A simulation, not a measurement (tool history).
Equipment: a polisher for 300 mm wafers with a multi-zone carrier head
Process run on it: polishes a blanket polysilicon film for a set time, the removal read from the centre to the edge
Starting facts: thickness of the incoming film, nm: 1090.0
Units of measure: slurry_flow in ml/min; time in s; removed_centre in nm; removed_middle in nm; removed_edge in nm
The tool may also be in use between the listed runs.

| run | hour | slurry_flow | centre_zone | middle_zone | edge_zone | time | removed_centre | removed_middle | removed_edge |
|---|---|---|---|---|---|---|---|---|---|
| 1 | 0.0 | 200 | 1.00 | 1.00 | 1.00 | 68 | 414.89 | 414.42 | 409.55 |
| 2 | 8.6 | 200 | 1.00 | 0.94 | 1.00 | 68 | 414.50 | 399.14 | 388.78 |
| 3 | 13.3 | 200 | 1.00 | 0.94 | 0.95 | 68 | 406.96 | 397.24 | 399.30 |
| 4 | 16.0 | 200 | 1.00 | 0.94 | 1.00 | 68 | 409.84 | 393.92 | 396.20 |
| 5 | 21.3 | 210 | 1.00 | 0.94 | 0.97 | 63 | 390.10 | 375.39 | 370.83 |
| 6 | 28.3 | 220 | 0.98 | 0.93 | 0.97 | 59 | 361.27 | 353.46 | 336.51 |
| 7 | 36.5 | 220 | 0.96 | 0.91 | 0.97 | 57 | 330.91 | 329.88 | 339.46 |
| 8 | 42.3 | 235 | 0.96 | 0.91 | 0.96 | 54 | 321.71 | 317.75 | 321.82 |
|  | 50.7 | worn pad replaced by a new one |
| 9 | 50.7 | 240 | 0.96 | 0.92 | 0.95 | 51 | 346.56 | 338.78 | 331.37 |
| 10 | 59.2 | 230 | 0.96 | 0.93 | 0.95 | 48 | 315.09 | 321.53 | 320.62 |
| 11 | 63.8 | 250 | 0.96 | 0.92 | 0.85 | 35 | 233.38 | 235.14 | 223.36 |
| 12 | 68.5 | 255 | 0.96 | 0.93 | 0.86 | 35 | 242.69 | 235.64 | 224.30 |
| 13 | 72.0 | 255 | 0.91 | 1.03 | 0.96 | 41 | 262.66 | 299.70 | 284.94 |
| 14 | 75.0 | 250 | 0.92 | 1.02 | 0.95 | 41 | 263.70 | 294.72 | 274.77 |
| 15 | 79.2 | 245 | 0.93 | 1.01 | 0.94 | 41 | 265.87 | 292.04 | 267.17 |
| 16 | 87.6 | 240 | 0.94 | 1.00 | 0.94 | 41 | 269.92 | 287.97 | 267.31 |

Run 17 is up next; what results do you expect?
| 17 | 95.4 | 235 | 0.94 | 1.00 | 0.94 | 41 | ? | ? | ? |

removed_centre: 268.99 nm
removed_middle: 288.25 nm
removed_edge: 267.20 nm
